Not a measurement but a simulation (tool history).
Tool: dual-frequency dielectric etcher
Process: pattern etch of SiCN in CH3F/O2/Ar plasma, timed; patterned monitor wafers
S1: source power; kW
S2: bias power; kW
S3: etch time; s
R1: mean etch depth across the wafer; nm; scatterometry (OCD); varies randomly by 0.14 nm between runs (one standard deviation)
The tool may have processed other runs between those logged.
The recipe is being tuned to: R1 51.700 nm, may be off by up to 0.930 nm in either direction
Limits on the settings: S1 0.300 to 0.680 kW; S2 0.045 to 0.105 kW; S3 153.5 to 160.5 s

Run 1, hour 0.0: S1 0.490 kW, S2 0.075 kW, S3 153.5 s. Result: R1 60.475 nm.
Run 2, hour 5.0: S1 0.410 kW, S2 0.075 kW, S3 153.5 s. Result: R1 58.023 nm.
Run 3, hour 11.0: S1 0.410 kW, S2 0.075 kW, S3 153.5 s. Result: R1 58.345 nm.
Run 4, hour 18.8: S1 0.380 kW, S2 0.070 kW, S3 153.5 s. Result: R1 55.540 nm.
Run 5, hour 25.9: S1 0.380 kW, S2 0.070 kW, S3 160.5 s. Result: R1 58.057 nm.
Run 6, hour 26.8: S1 0.380 kW, S2 0.080 kW, S3 160.5 s. Result: R1 60.924 nm.
Run 7, hour 28.3: S1 0.360 kW, S2 0.072 kW, S3 159.5 s. Result: R1 57.647 nm.
Run 8, hour 34.8: S1 0.340 kW, S2 0.067 kW, S3 159.0 s. Result: R1 55.587 nm.
Run 9, hour 40.1: S1 0.300 kW, S2 0.056 kW, S3 157.5 s. Result: R1 50.222 nm.

Consider the 4 candidate settings below. Which is the only one whose results all fall within their allowed miss of target?
Run A, hour 45.4: S1 0.310 kW, S2 0.053 kW, S3 154.5 s. Result: R1 ?.
Run B, hour 45.4: S1 0.300 kW, S2 0.054 kW, S3 158.5 s. Result: R1 ?.
Run C, hour 45.4: S1 0.300 kW, S2 0.060 kW, S3 157.0 s. Result: R1 ?.
Run D, hour 45.4: S1 0.380 kW, S2 0.046 kW, S3 157.5 s. Result: R1 ?.

move      R1
   A  48.868
   B  50.109
   C  51.414
   D  49.743
A: further off than the last run
B: further off than the last run
C: all results in spec
D: further off than the last run
Move C is the one to make.
